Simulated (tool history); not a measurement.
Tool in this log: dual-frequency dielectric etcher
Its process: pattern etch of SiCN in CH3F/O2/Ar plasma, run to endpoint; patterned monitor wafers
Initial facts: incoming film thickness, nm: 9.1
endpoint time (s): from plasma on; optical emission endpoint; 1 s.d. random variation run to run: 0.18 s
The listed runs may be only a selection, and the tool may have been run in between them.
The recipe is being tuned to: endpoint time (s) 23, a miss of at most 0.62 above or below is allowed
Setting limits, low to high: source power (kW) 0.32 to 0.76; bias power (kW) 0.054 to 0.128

Run 1, hour 0: source power (kW) 0.54, bias power (kW) 0.091. Result: endpoint time (s) 21.399.
Run 2, hour 4.6: source power (kW) 0.54, bias power (kW) 0.097. Result: endpoint time (s) 20.792.
Run 3, hour 7.4: source power (kW) 0.52, bias power (kW) 0.096. Result: endpoint time (s) 21.045.
Run 4, hour 11.4: source power (kW) 0.5, bias power (kW) 0.094. Result: endpoint time (s) 21.631.
Run 5, hour 15.1: source power (kW) 0.46, bias power (kW) 0.094. Result: endpoint time (s) 22.205.
Run 6, hour 23.8: source power (kW) 0.55, bias power (kW) 0.094. Result: endpoint time (s) 20.845.
Run 7, hour 30.4: source power (kW) 0.53, bias power (kW) 0.093. Result: endpoint time (s) 21.296.
Run 8, hour 34.7: source power (kW) 0.51, bias power (kW) 0.092. Result: endpoint time (s) 21.372.
Run 9, hour 42.7: source power (kW) 0.41, bias power (kW) 0.082. Result: endpoint time (s) 24.519.
Run 10, hour 50: source power (kW) 0.42, bias power (kW) 0.083. Result: endpoint time (s) 24.142.
Run 11, hour 56.9: source power (kW) 0.43, bias power (kW) 0.084. Result: endpoint time (s) 23.926.
Run 12, hour 64.7: source power (kW) 0.44, bias power (kW) 0.084. Result: endpoint time (s) 23.615.

Of the 4 settings listed for the next run, only one would bring every result within its allowed miss of target. Which one?
Run A, hour 72.5: source power (kW) 0.46, bias power (kW) 0.066. Result: endpoint time (s) ?.
Run B, hour 72.5: source power (kW) 0.44, bias power (kW) 0.075. Result: endpoint time (s) ?.
Run C, hour 72.5: source power (kW) 0.4, bias power (kW) 0.08. Result: endpoint time (s) ?.
Run D, hour 72.5: source power (kW) 0.44, bias power (kW) 0.091. Result: endpoint time (s) ?.

move  endpoint time (s)
   A             25.371
   B             24.887
   C             25.426
   D             23.404
A: the biggest miss grows against the last run
B: the biggest miss grows against the last run
C: the biggest miss grows against the last run
D: every result within its allowed miss
Go with D: it meets all targets.
